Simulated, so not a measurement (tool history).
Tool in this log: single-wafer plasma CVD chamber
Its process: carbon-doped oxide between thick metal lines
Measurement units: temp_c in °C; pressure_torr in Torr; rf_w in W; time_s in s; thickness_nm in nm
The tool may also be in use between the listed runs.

Run 1, hour 0: temp_c 365 °C, pressure_torr 4 Torr, rf_w 605 W, time_s 109 s. Result: thickness_nm 509.17 nm.
Run 2, hour 5.8: temp_c 366 °C, pressure_torr 3.86 Torr, rf_w 600 W, time_s 109 s. Result: thickness_nm 508.42 nm.
Run 3, hour 7.4: temp_c 366 °C, pressure_torr 3.23 Torr, rf_w 600 W, time_s 109 s. Result: thickness_nm 495.67 nm.
Run 4, hour 13.5: temp_c 367 °C, pressure_torr 3.13 Torr, rf_w 595 W, time_s 109 s. Result: thickness_nm 489.43 nm.
Run 5, hour 16.4: temp_c 367 °C, pressure_torr 3.13 Torr, rf_w 595 W, time_s 109 s. Result: thickness_nm 490.55 nm.
Run 6, hour 21.3: temp_c 368 °C, pressure_torr 3.05 Torr, rf_w 590 W, time_s 109 s. Result: thickness_nm 482.61 nm.
Run 7, hour 24.3: temp_c 369 °C, pressure_torr 3.02 Torr, rf_w 590 W, time_s 109 s. Result: thickness_nm 486.19 nm.

Run 8 has not been measured yet. What should we expect?
Run 8, hour 30.5: temp_c 369 °C, pressure_torr 2.97 Torr, rf_w 585 W, time_s 109 s. Result: thickness_nm ?.

{"run 8": {"thickness_nm": 484.07}}
